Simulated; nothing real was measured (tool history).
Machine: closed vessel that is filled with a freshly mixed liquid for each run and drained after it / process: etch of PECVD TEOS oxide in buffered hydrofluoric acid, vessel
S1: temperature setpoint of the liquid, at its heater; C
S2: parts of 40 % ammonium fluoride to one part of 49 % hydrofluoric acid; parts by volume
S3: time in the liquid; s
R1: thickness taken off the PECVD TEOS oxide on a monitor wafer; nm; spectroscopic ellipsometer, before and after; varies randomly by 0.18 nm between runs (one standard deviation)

run	hour	S1	S2	S3	R1
1	0	23	16.5	35	45.724
2	3.9	22	16.5	35	42.888
3	8.2	22	16.5	30	36.69
4	16.8	22	16.5	35	43.382
5	24.4	21.5	16.5	35	41.314
6	32.2	21	16.5	35	40.893
7	40.3	20.5	16.5	35	39.304

What will run 8 give?
8	45.8	20	16.5	35	?

R1: 38.596 nm
